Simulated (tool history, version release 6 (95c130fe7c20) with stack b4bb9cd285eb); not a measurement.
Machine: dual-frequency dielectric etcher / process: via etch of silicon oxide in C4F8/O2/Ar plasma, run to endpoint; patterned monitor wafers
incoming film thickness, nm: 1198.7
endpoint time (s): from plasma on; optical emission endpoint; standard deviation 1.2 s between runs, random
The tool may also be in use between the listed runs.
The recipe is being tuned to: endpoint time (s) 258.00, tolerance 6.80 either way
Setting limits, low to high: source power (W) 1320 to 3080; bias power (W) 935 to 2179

run 1 hour=0.0 | source_power_(W)=2200 bias_power_(W)=1557 | endpoint_time_(s)=222.55
run 2 hour=3.1 | source_power_(W)=2060 bias_power_(W)=1520 | endpoint_time_(s)=230.61
run 3 hour=10.7 | source_power_(W)=1960 bias_power_(W)=1495 | endpoint_time_(s)=236.36
run 4 hour=11.6 | source_power_(W)=2120 bias_power_(W)=1495 | endpoint_time_(s)=227.98
run 5 hour=12.2 | source_power_(W)=2360 bias_power_(W)=1495 | endpoint_time_(s)=220.07
run 6 hour=12.9 | source_power_(W)=2200 bias_power_(W)=1451 | endpoint_time_(s)=226.41
run 7 hour=14.9 | source_power_(W)=2070 bias_power_(W)=1416 | endpoint_time_(s)=231.86
run 8 hour=18.1 | source_power_(W)=1950 bias_power_(W)=1386 | endpoint_time_(s)=241.14
run 9 hour=23.4 | source_power_(W)=1890 bias_power_(W)=1371 | endpoint_time_(s)=245.89

Next run, 5 choices. One meets every target within its allowed miss, the rest don't. Which?
run A hour=28.7 | source_power_(W)=1590 bias_power_(W)=1454 | endpoint_time_(s)=?
run B hour=28.7 | source_power_(W)=1990 bias_power_(W)=1370 | endpoint_time_(s)=?
run C hour=28.7 | source_power_(W)=1680 bias_power_(W)=1124 | endpoint_time_(s)=?
run D hour=28.7 | source_power_(W)=1440 bias_power_(W)=1293 | endpoint_time_(s)=?
run E hour=28.7 | source_power_(W)=1560 bias_power_(W)=1081 | endpoint_time_(s)=?

move=A endpoint_time_(s)=255.64
move=B endpoint_time_(s)=238.37
move=C endpoint_time_(s)=267.24
move=D endpoint_time_(s)=273.55
move=E endpoint_time_(s)=277.54
A: meets every target
B: misses by more than the last run did
C: moves the result that the last run missed by most past its target, out the other side
D: moves the result that the last run missed by most past its target, out the other side
E: moves the result that the last run missed by most past its target, out the other side
The right move is A.
